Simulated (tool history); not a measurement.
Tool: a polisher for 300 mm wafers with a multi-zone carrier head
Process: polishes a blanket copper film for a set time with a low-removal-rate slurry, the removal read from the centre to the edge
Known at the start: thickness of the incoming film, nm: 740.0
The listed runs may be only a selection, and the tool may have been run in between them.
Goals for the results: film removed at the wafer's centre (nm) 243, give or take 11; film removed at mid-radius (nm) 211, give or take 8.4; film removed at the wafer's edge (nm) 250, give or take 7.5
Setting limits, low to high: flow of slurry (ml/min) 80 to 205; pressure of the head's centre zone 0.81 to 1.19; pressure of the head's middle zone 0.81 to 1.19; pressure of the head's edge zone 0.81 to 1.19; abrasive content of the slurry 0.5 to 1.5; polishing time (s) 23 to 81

| run | day | flow of slurry (ml/min) | pressure of the head's centre zone | pressure of the head's middle zone | pressure of the head's edge zone | abrasive content of the slurry | polishing time (s) | film removed at the wafer's centre (nm) | film removed at mid-radius (nm) | film removed at the wafer's edge (nm) |
|---|---|---|---|---|---|---|---|---|---|---|
| 1 | 0 | 135 | 1 | 1 | 1 | 1 | 52 | 201.23 | 201.9 | 205.55 |
| 2 | 0.2 | 135 | 1 | 1 | 1 | 1 | 41 | 160.01 | 160.3 | 163.79 |
| 3 | 0.375 | 135 | 1 | 0.94 | 1 | 1 | 41 | 158.8 | 152.69 | 159.8 |
| 4 | 0.438 | 135 | 1.01 | 0.94 | 1.03 | 1.05 | 43 | 172.33 | 166.54 | 174.81 |
| 5 | 0.733 | 130 | 1.02 | 0.92 | 1.05 | 1.1 | 44 | 175.25 | 164.84 | 178.54 |
| 6 | 1.038 | 130 | 1.02 | 0.92 | 1.01 | 1.1 | 44 | 174.99 | 167.24 | 178.34 |
| 7 | 1.267 | 130 | 1.03 | 0.9 | 1.03 | 1.15 | 45 | 180.04 | 166.72 | 182.48 |
| 8 | 1.425 | 130 | 1.04 | 0.89 | 1.05 | 1.2 | 46 | 189.27 | 170.68 | 189.51 |
| 9 | 1.746 | 130 | 1.04 | 0.89 | 1.07 | 1.25 | 47 | 193.43 | 175.1 | 197.69 |
| 10 | 2.05 | 135 | 1.04 | 0.89 | 1.08 | 1.3 | 48 | 203.72 | 181.7 | 205.9 |
| 11 | 2.125 | 140 | 1.04 | 0.89 | 1.09 | 1.35 | 49 | 209.24 | 187.6 | 213.47 |
| 12 | 2.3 | 145 | 1.04 | 0.89 | 1.1 | 1.35 | 49 | 213.53 | 185.62 | 214.78 |
| 13 | 2.558 | 145 | 1.04 | 0.9 | 1.11 | 1.35 | 50 | 211.36 | 193.12 | 220.68 |
| 14 | 2.662 | 145 | 1.04 | 0.9 | 1.11 | 1.35 | 50 | 215.38 | 195.77 | 221.14 |
| 15 | 2.854 | 150 | 1.04 | 0.9 | 1.12 | 1.35 | 50 | 220.78 | 196.65 | 222.58 |
| 16 | 3.054 | 155 | 1.04 | 0.9 | 1.13 | 1.35 | 50 | 219.56 | 190.73 | 227.14 |
| 17 | 3.288 | 180 | 1.08 | 0.98 | 1.17 | 1.5 | 51 | 243.26 | 222.28 | 237.24 |
| 18 | 3.454 | 180 | 1.08 | 0.97 | 1.17 | 1.5 | 51 | 243.72 | 227.55 | 247.31 |
| 19 | 3.692 | 180 | 1.08 | 0.96 | 1.17 | 1.5 | 51 | 245.05 | 219.04 | 239.17 |

Exactly one of the 4 candidate moves below puts every result within its allowed miss. Which one?
| A | 3.929 | 190 | 1.15 | 1 | 1.07 | 1.5 | 49 | ? | ? | ? |
| B | 3.929 | 195 | 1.05 | 0.89 | 1.19 | 1.4 | 52 | ? | ? | ? |
| C | 3.929 | 135 | 0.88 | 0.96 | 1.19 | 1.5 | 57 | ? | ? | ? |
| D | 3.929 | 170 | 0.97 | 1.01 | 1.18 | 1.35 | 54 | ? | ? | ? |

| move | film removed at the wafer's centre (nm) | film removed at mid-radius (nm) | film removed at the wafer's edge (nm) |
|---|---|---|---|
| A | 255.21 | 221.25 | 225.1 |
| B | 244.93 | 211.23 | 250.19 |
| C | 210.98 | 233.7 | 264.28 |
| D | 227.76 | 237.06 | 252.44 |
A: lands further from the targets than the last run did
B: every result within its allowed miss
C: takes the result that was furthest off past its target
D: the worst result of the last run now meets its target, but another is out of spec
Correct choice: B, which meets every target
